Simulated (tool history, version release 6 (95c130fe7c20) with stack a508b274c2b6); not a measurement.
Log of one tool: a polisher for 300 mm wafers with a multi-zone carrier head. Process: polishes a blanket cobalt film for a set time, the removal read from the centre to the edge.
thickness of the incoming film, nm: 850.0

run  hour  flow of slurry (ml/min)  pressure of the head's centre zone  pressure of the head's middle zone  pressure of the head's edge zone  polishing time (s)  film removed at the wafer's centre (angstrom)  film removed at mid-radius (angstrom)  film removed at the wafer's edge (angstrom)
  1     0                      125                                   1                                   1                                 1                  30                                         1462.8                                 1498.6                                       1441.5
  2   3.9                      125                                   1                                   1                                 1                  23                                         1142.6                                 1123.8                                       1144.6
  3  10.1                      125                                   1                                   1                                 1                  17                                         820.65                                 834.53                                       820.26
  4  18.9                      110                                   1                                   1                                 1                  17                                         796.12                                  784.9                                       769.88
  5  25.4                      110                                   1                                   1                                 1                  22                                           1029                                 1055.2                                       1027.7
  6  32.5                       85                                   1                                   1                                 1                  22                                         949.74                                 936.01                                       965.69

The next listed run, before its measurement:
  7  35.5                      105                                1.02                                0.98                              1.03                  22                                              ?                                      ?                                            ?

{"run 7": {"film removed at the wafer's centre (angstrom)": 1037.5, "film removed at mid-radius (angstrom)": 1015.8, "film removed at the wafer's edge (angstrom)": 1029.5}}
